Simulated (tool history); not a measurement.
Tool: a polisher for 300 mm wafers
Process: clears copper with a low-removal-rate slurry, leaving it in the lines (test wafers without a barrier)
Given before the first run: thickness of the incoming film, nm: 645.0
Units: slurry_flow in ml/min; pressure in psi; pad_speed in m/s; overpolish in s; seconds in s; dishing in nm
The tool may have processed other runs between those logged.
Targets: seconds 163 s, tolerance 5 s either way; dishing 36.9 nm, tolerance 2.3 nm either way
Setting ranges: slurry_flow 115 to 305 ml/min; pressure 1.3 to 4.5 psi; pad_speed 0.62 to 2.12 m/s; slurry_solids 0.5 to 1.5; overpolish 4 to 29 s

run  hour  slurry_flow  pressure  pad_speed  slurry_solids  overpolish  seconds  dishing
  1     0          195       2.9       1.36              1          15   193.08   25.688
  2   1.5          200         3       1.36              1          17   187.63   29.483
  3   3.3          205       3.1       1.36              1          18   183.71   31.285
  4  10.2          205       3.1       1.36              1          20   183.02   32.574
  5    18          205       3.2       1.36              1          20   180.04   32.809
  6    24          205       3.2       1.36              1          17   177.31   29.967
  7  25.7          205       3.3       1.36              1          18   175.62   32.523
  8  34.7          210       3.4       1.36              1          18   167.02   32.351
  9  40.4          210       3.4       1.36              1          19   166.12   32.828
 10    41          210       3.4       1.36              1          20   168.34   34.968

Below are 5 possible settings for the next run. Only one of them brings all results inside the allowed miss of their targets. Which is it?
  A  41.6          225       3.6        1.3           0.65          29        ?        ?
  B  41.6          175       4.1       1.14           1.05          16        ?        ?
  C  41.6          210       3.6       1.46            0.8          17        ?        ?
  D  41.6          195       3.1       1.44              1          21        ?        ?
  E  41.6          185       3.9       1.24              1          23        ?        ?

move  seconds  dishing
   A   176.75   37.969
   B    163.4   29.687
   C   159.38   31.024
   D   176.89   32.636
   E   161.98   35.896
A: the biggest miss grows against the last run
B: corrects the largest miss of the last run, while another result sits out of spec
C: corrects the largest miss of the last run, while another result sits out of spec
D: the biggest miss grows against the last run
E: hits every target within its allowed miss
Go with E: it meets all targets.

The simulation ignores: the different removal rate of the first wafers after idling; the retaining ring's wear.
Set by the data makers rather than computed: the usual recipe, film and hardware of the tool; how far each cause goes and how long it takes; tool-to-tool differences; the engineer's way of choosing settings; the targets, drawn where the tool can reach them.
